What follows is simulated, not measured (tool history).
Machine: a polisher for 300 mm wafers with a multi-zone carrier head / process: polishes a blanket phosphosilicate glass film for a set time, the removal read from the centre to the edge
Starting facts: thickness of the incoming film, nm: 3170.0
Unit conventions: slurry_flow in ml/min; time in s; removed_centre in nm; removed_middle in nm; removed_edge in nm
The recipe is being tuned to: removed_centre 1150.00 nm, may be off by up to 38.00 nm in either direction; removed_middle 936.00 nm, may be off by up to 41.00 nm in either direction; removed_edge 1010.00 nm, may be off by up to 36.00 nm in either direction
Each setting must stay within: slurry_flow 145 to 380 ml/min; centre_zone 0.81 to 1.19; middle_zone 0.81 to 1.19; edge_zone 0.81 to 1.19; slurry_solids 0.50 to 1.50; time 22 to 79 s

Run 1, day 0.000: slurry_flow 245 ml/min, centre_zone 1.00, middle_zone 1.00, edge_zone 1.00, slurry_solids 1.00, time 50 s. Result: removed_centre 612.70 nm, removed_middle 616.00 nm, removed_edge 595.07 nm.
Run 2, day 0.296: slurry_flow 255 ml/min, centre_zone 1.05, middle_zone 0.99, edge_zone 1.04, slurry_solids 1.15, time 53 s. Result: removed_centre 705.38 nm, removed_middle 659.95 nm, removed_edge 683.27 nm.
Run 3, day 0.608: slurry_flow 265 ml/min, centre_zone 1.09, middle_zone 1.00, edge_zone 1.04, slurry_solids 1.25, time 57 s. Result: removed_centre 823.24 nm, removed_middle 738.02 nm, removed_edge 759.72 nm.
Run 4, day 0.788: slurry_flow 270 ml/min, centre_zone 1.12, middle_zone 1.01, edge_zone 1.06, slurry_solids 1.30, time 60 s. Result: removed_centre 904.28 nm, removed_middle 809.07 nm, removed_edge 826.52 nm.
Run 5, day 0.942: slurry_flow 275 ml/min, centre_zone 1.14, middle_zone 1.00, edge_zone 1.07, slurry_solids 1.35, time 62 s. Result: removed_centre 964.85 nm, removed_middle 828.31 nm, removed_edge 870.54 nm.
Run 6, day 0.967: slurry_flow 280 ml/min, centre_zone 1.15, middle_zone 1.00, edge_zone 1.08, slurry_solids 1.40, time 63 s. Result: removed_centre 992.97 nm, removed_middle 858.71 nm, removed_edge 900.45 nm.
Run 7, day 1.033: slurry_flow 280 ml/min, centre_zone 1.16, middle_zone 0.99, edge_zone 1.08, slurry_solids 1.45, time 64 s. Result: removed_centre 1049.90 nm, removed_middle 899.47 nm, removed_edge 921.96 nm.
Run 8, day 1.371: slurry_flow 280 ml/min, centre_zone 1.17, middle_zone 0.98, edge_zone 1.10, slurry_solids 1.45, time 65 s. Result: removed_centre 1066.10 nm, removed_middle 921.09 nm, removed_edge 953.23 nm.
Run 9, day 1.500: slurry_flow 285 ml/min, centre_zone 1.18, middle_zone 0.95, edge_zone 1.10, slurry_solids 1.45, time 66 s. Result: removed_centre 1085.10 nm, removed_middle 885.87 nm, removed_edge 983.61 nm.
Run 10, day 1.654: slurry_flow 285 ml/min, centre_zone 1.18, middle_zone 0.95, edge_zone 1.10, slurry_solids 1.45, time 66 s. Result: removed_centre 1080.50 nm, removed_middle 901.16 nm, removed_edge 969.46 nm.
Run 11, day 1.800: slurry_flow 285 ml/min, centre_zone 1.18, middle_zone 0.94, edge_zone 1.09, slurry_solids 1.45, time 67 s. Result: removed_centre 1102.70 nm, removed_middle 891.49 nm, removed_edge 958.99 nm.
Run 12, day 1.904: slurry_flow 285 ml/min, centre_zone 1.18, middle_zone 0.94, edge_zone 1.10, slurry_solids 1.45, time 67 s. Result: removed_centre 1111.20 nm, removed_middle 890.83 nm, removed_edge 984.88 nm.
Run 13, day 2.171: slurry_flow 285 ml/min, centre_zone 1.18, middle_zone 0.94, edge_zone 1.10, slurry_solids 1.45, time 67 s. Result: removed_centre 1122.40 nm, removed_middle 909.52 nm, removed_edge 989.59 nm.

Of the 5 settings listed for the next run, only one would bring every result within its allowed miss of target. Which one?
Run A, day 2.438: slurry_flow 380 ml/min, centre_zone 1.19, middle_zone 0.98, edge_zone 1.15, slurry_solids 1.45, time 67 s. Result: removed_centre ?, removed_middle ?, removed_edge ?.
Run B, day 2.438: slurry_flow 320 ml/min, centre_zone 1.07, middle_zone 0.92, edge_zone 1.15, slurry_solids 1.40, time 69 s. Result: removed_centre ?, removed_middle ?, removed_edge ?.
Run C, day 2.438: slurry_flow 270 ml/min, centre_zone 1.15, middle_zone 0.95, edge_zone 1.19, slurry_solids 1.50, time 70 s. Result: removed_centre ?, removed_middle ?, removed_edge ?.
Run D, day 2.438: slurry_flow 285 ml/min, centre_zone 1.11, middle_zone 0.94, edge_zone 1.16, slurry_solids 1.25, time 71 s. Result: removed_centre ?, removed_middle ?, removed_edge ?.
Run E, day 2.438: slurry_flow 275 ml/min, centre_zone 1.17, middle_zone 0.92, edge_zone 1.18, slurry_solids 1.35, time 68 s. Result: removed_centre ?, removed_middle ?, removed_edge ?.

move  removed_centre  removed_middle  removed_edge
   A         1138.20          962.95       1028.60
   B         1029.00          916.33       1035.60
   C         1123.70          960.62       1080.40
   D         1039.80          911.10       1018.60
   E         1072.20          877.64       1009.40
A: hits every target within its allowed miss
B: further off than the last run
C: corrects the largest miss of the last run, while another result sits out of spec
D: further off than the last run
E: further off than the last run
So the answer is move A, the one that meets all the targets.

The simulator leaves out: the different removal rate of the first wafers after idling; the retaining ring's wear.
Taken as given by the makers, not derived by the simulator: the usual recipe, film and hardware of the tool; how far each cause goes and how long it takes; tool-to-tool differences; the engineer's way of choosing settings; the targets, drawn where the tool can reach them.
